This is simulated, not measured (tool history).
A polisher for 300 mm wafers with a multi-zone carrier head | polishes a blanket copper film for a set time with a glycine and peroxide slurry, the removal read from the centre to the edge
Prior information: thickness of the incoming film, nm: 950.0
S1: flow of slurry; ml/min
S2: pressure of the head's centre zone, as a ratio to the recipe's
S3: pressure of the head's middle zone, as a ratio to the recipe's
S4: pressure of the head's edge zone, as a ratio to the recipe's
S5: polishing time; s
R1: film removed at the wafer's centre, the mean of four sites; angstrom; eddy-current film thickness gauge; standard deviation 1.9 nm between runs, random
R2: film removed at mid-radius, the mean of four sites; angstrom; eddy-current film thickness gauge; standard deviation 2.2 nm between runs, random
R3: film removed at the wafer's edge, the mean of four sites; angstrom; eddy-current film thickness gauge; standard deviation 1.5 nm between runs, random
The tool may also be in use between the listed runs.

run,hour,S1,S2,S3,S4,S5,R1,R2,R3
1,0,240,1,1,1,57,3253.4,3516.8,3699.1
2,5.7,245,1.02,1.01,0.98,53,3132.7,3376.1,3372.3
3,6.3,245,0.99,1.01,0.98,53,3018.1,3335.7,3426.2
4,15.1,205,0.99,1.01,0.98,53,2943.2,3260.4,3310.6
5,16.9,205,1.07,1.01,0.98,53,3110.8,3302.1,3319.6
6,22.5,205,1.1,1.01,0.98,53,3326.4,3243.6,3296.6
7,24.6,205,1.1,1.01,0.96,50,3115.2,3053.3,3160.2
8,31.5,205,1.11,1.03,0.95,47,2938.9,2938,2936.8
9,36.6,205,1.12,1.04,0.93,45,2875,2841.7,2795.8
10,44.4,205,1.12,1.05,0.92,43,2701.1,2748.7,2641.4

Run 11 is up next; what results do you expect?
11,45.8,205,1.12,1.05,0.91,42,?,?,?

R1: 2671.2 angstrom
R2: 2669.2 angstrom
R3: 2580.9 angstrom
